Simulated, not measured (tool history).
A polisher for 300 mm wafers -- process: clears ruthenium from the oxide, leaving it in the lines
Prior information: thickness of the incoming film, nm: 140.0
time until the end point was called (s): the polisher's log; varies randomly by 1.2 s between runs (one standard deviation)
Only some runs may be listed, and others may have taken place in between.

run,hour,flow of slurry (ml/min),pressure of the wafer on the pad (kPa),speed of the pad under the wafer (m/s),overpolish time after the end point (s),time until the end point was called (s)
1,0,165,15.9,1.22,6,96.982
2,2.1,160,14.5,1.22,6,103.36
3,9.2,160,14.5,1.32,6,97.345
4,10.2,160,14.5,1.44,6,88.276
5,15.7,160,14.5,1.44,6,88.723
6,18.8,160,14.5,1.44,6,88.226
7,23.1,160,13.1,1.44,6,94.455
8,26.6,155,11.7,1.44,6,100.46

Expected results for the next run?
9,29.9,155,10.3,1.42,6,?

{"run 9": {"time until the end point was called (s)": 108.52}}
